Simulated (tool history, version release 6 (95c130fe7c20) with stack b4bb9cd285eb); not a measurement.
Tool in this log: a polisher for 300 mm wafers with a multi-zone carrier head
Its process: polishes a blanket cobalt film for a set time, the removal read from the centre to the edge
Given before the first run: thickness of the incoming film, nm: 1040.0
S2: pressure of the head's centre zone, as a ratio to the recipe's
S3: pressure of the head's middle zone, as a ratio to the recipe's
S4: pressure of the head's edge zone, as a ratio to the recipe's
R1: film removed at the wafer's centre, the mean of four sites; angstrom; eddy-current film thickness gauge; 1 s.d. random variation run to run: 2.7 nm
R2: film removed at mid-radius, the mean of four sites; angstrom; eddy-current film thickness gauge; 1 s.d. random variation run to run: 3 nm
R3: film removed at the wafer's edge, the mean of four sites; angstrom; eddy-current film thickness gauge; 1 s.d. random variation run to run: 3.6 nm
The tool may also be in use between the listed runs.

Run 1, hour 0: flow of slurry (ml/min) 130, S2 1, S3 1, S4 1, polishing time (s) 73. Result: R1 2057.2 angstrom, R2 2022.9 angstrom, R3 2085.3 angstrom.
Run 2, hour 8.7: flow of slurry (ml/min) 135, S2 1.02, S3 1.01, S4 1.01, polishing time (s) 74. Result: R1 2153.8 angstrom, R2 2107.1 angstrom, R3 2077.5 angstrom.
Run 3, hour 11.8: flow of slurry (ml/min) 135, S2 1.03, S3 1, S4 1.02, polishing time (s) 76. Result: R1 2225 angstrom, R2 2141.7 angstrom, R3 2170 angstrom.
Run 4, hour 18.5: flow of slurry (ml/min) 140, S2 1.04, S3 1, S4 1.03, polishing time (s) 77. Result: R1 2331.9 angstrom, R2 2165 angstrom, R3 2232.9 angstrom.
Run 5, hour 27.1: flow of slurry (ml/min) 140, S2 1.04, S3 1.03, S4 1.03, polishing time (s) 77. Result: R1 2345 angstrom, R2 2233.6 angstrom, R3 2245.9 angstrom.
Run 6, hour 29.1: flow of slurry (ml/min) 145, S2 1.05, S3 1.03, S4 1.04, polishing time (s) 77. Result: R1 2370.3 angstrom, R2 2239.8 angstrom, R3 2267 angstrom.
Run 7, hour 36.6: flow of slurry (ml/min) 150, S2 1.06, S3 1.04, S4 1.05, polishing time (s) 77. Result: R1 2446.2 angstrom, R2 2309.3 angstrom, R3 2201.2 angstrom.
Run 8, hour 39.1: flow of slurry (ml/min) 150, S2 1.06, S3 1.04, S4 1.05, polishing time (s) 78. Result: R1 2425.2 angstrom, R2 2293.4 angstrom, R3 2318.3 angstrom.
Run 9, hour 47.2: flow of slurry (ml/min) 155, S2 1.07, S3 1.04, S4 1.05, polishing time (s) 78. Result: R1 2526.9 angstrom, R2 2343.6 angstrom, R3 2292.8 angstrom.

Predict the results of run 10:
Run 10, hour 48.8: flow of slurry (ml/min) 160, S2 1.07, S3 1.04, S4 1.06, polishing time (s) 78. Result: R1 ?, R2 ?, R3 ?.

{"run 10": {"R1": 2497.3, "R2": 2334.2, "R3": 2311.5}}
